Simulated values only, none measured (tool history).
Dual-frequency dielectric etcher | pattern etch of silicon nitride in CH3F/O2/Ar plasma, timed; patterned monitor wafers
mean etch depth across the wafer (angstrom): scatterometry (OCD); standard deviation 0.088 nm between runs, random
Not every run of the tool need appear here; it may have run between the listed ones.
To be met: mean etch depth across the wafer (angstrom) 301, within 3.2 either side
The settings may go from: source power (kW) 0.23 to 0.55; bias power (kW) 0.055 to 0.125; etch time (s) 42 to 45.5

run    day  source power (kW)  bias power (kW)  etch time (s)  mean etch depth across the wafer (angstrom)
  1      0               0.39             0.09           45.5                                       319.38
  2  0.246               0.39            0.103           45.5                                       341.18
  3  0.583               0.39            0.103           45.5                                       341.51
  4  0.867               0.37            0.103           45.5                                       333.58
  5  0.992               0.37            0.092           45.5                                       315.03
  6  1.171               0.36            0.092           45.5                                        311.4
  7  1.471               0.36            0.092           45.5                                       312.41
  8  1.842               0.35            0.092           45.5                                       308.61
  9  1.892               0.32            0.092           45.5                                          297

Below are 4 possible settings for the next run. Only one of them brings all results inside the allowed miss of their targets. Which is it?
  A  1.942               0.33            0.097           44.5                                            ?
  B  1.942               0.35            0.082             45                                            ?
  C  1.942               0.39            0.077             45                                            ?
  D  1.942               0.32            0.091             45                                            ?

move  mean etch depth across the wafer (angstrom)
   A                                       299.37
   B                                       286.46
   C                                       291.49
   D                                       289.51
A: meets every target
B: misses by more than the last run did
C: misses by more than the last run did
D: misses by more than the last run did
The move that meets every target is A.
